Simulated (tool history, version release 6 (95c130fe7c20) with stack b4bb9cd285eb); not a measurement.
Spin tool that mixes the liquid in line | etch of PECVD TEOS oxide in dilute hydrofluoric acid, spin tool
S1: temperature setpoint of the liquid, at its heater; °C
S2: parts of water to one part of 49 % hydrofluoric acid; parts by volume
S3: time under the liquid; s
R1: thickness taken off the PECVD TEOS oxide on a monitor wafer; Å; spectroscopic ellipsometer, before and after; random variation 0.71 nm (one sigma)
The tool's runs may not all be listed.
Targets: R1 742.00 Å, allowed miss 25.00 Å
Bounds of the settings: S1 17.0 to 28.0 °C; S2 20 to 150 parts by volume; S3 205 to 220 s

run 1 hour=0.0 | S1=20.0 S2=85 S3=205 | R1=308.18
run 2 hour=3.9 | S1=21.0 S2=80 S3=205 | R1=336.28
run 3 hour=11.1 | S1=22.0 S2=75 S3=205 | R1=386.46
run 4 hour=16.2 | S1=22.0 S2=60 S3=205 | R1=497.71
run 5 hour=22.4 | S1=22.0 S2=60 S3=205 | R1=487.28
run 6 hour=26.5 | S1=22.0 S2=80 S3=205 | R1=354.95
run 7 hour=27.3 | S1=23.0 S2=75 S3=205 | R1=394.55
run 8 hour=35.5 | S1=23.5 S2=70 S3=205 | R1=443.75
run 9 hour=36.3 | S1=24.0 S2=65 S3=205 | R1=484.72
run 10 hour=43.1 | S1=24.5 S2=60 S3=205 | R1=534.31
run 11 hour=49.8 | S1=25.0 S2=60 S3=205 | R1=550.55
-- hour=52.2 hydrofluoric acid flow meter replaced
run 12 hour=52.2 | S1=25.5 S2=60 S3=205 | R1=595.64
run 13 hour=54.2 | S1=26.0 S2=60 S3=205 | R1=608.58
run 14 hour=62.2 | S1=26.5 S2=60 S3=205 | R1=617.54

4 next moves are on the table. One of them brings every result within its allowed miss. Which?
run A hour=70.2 | S1=26.5 S2=75 S3=205 | R1=?
run B hour=70.2 | S1=26.5 S2=70 S3=215 | R1=?
run C hour=70.2 | S1=27.5 S2=55 S3=210 | R1=?
run D hour=70.2 | S1=27.5 S2=60 S3=210 | R1=?

move=A R1=488.52
move=B R1=552.70
move=C R1=730.13
move=D R1=664.52
A: further off than the last run
B: further off than the last run
C: meets every target
D: nearer than the last run, and not there yet
The right move is C.

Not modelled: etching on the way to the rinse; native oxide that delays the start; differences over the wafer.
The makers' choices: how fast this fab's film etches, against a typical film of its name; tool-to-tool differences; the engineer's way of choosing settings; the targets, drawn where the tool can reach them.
